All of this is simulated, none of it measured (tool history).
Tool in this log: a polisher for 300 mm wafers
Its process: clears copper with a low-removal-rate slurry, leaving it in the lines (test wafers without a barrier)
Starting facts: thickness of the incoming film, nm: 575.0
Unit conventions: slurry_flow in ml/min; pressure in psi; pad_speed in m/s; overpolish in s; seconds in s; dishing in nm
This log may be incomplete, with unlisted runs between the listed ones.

run 1 hour=0.0 | slurry_flow=220 pressure=3.7 pad_speed=1.24 slurry_solids=1.0 overpolish=14 | seconds=126.97 dishing=32.377
run 2 hour=0.6 | slurry_flow=170 pressure=3.7 pad_speed=1.24 slurry_solids=1.0 overpolish=14 | seconds=132.36 dishing=31.577
run 3 hour=1.5 | slurry_flow=170 pressure=3.4 pad_speed=1.22 slurry_solids=1.0 overpolish=14 | seconds=142.67 dishing=29.322
run 4 hour=2.9 | slurry_flow=170 pressure=3.4 pad_speed=1.22 slurry_solids=1.0 overpolish=16 | seconds=141.06 dishing=33.309
run 5 hour=9.1 | slurry_flow=170 pressure=3.4 pad_speed=1.10 slurry_solids=1.0 overpolish=16 | seconds=160.70 dishing=30.089
run 6 hour=15.1 | slurry_flow=170 pressure=3.2 pad_speed=1.10 slurry_solids=1.0 overpolish=16 | seconds=169.94 dishing=28.912

Expected results for the next run?
run 7 hour=17.3 | slurry_flow=170 pressure=3.1 pad_speed=1.10 slurry_solids=1.0 overpolish=16 | seconds=? dishing=?

{"run 7": {"seconds": 176.33, "dishing": 28.351}}
